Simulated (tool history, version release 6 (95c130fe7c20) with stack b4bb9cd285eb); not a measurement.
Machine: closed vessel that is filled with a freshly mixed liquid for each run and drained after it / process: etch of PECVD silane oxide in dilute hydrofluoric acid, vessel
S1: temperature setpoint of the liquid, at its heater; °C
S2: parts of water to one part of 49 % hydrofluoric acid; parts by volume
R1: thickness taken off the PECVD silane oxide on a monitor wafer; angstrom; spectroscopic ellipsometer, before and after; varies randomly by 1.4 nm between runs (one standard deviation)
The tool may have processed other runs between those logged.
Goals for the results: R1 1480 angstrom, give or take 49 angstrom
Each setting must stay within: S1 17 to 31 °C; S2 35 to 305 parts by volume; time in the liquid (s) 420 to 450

{"run": 1, "hour": 0.0, "S1": 23, "S2": 170, "time in the liquid (s)": 420, "R1": 742.65}
{"run": 2, "hour": 8.9, "S1": 24, "S2": 160, "time in the liquid (s)": 420, "R1": 843.59}
{"run": 3, "hour": 13.8, "S1": 26.5, "S2": 160, "time in the liquid (s)": 420, "R1": 918.69}
{"run": 4, "hour": 22.5, "S1": 27, "S2": 155, "time in the liquid (s)": 420, "R1": 959.7}
{"run": 5, "hour": 25.8, "S1": 27.5, "S2": 150, "time in the liquid (s)": 420, "R1": 1023.1}
{"run": 6, "hour": 32.7, "S1": 28, "S2": 145, "time in the liquid (s)": 420, "R1": 1102.1}
{"run": 7, "hour": 34.4, "S1": 28.5, "S2": 140, "time in the liquid (s)": 420, "R1": 1157.9}
{"run": 8, "hour": 40.7, "S1": 29, "S2": 135, "time in the liquid (s)": 420, "R1": 1231.9}
{"run": 9, "hour": 49.3, "S1": 29.5, "S2": 135, "time in the liquid (s)": 420, "R1": 1264.6}
{"run": 10, "hour": 58.3, "S1": 30.5, "S2": 125, "time in the liquid (s)": 420, "R1": 1423.1}

Exercise: of the 4 proposed moves below, exactly one satisfies all targets within the stated allowed misses. Which move is it?
{"run": "A", "hour": 67.3, "S1": 30.5, "S2": 120, "time in the liquid (s)": 420, "R1": "?"}
{"run": "B", "hour": 67.3, "S1": 29, "S2": 130, "time in the liquid (s)": 445, "R1": "?"}
{"run": "C", "hour": 67.3, "S1": 22.5, "S2": 105, "time in the liquid (s)": 450, "R1": "?"}
{"run": "D", "hour": 67.3, "S1": 25, "S2": 115, "time in the liquid (s)": 450, "R1": "?"}

move=A R1=1497.8
move=B R1=1367.7
move=C R1=1375.7
move=D R1=1369.6
A: in spec on every target
B: lands further from the targets than the last run did
C: lands further from the targets than the last run did
D: lands further from the targets than the last run did
A meets every target.

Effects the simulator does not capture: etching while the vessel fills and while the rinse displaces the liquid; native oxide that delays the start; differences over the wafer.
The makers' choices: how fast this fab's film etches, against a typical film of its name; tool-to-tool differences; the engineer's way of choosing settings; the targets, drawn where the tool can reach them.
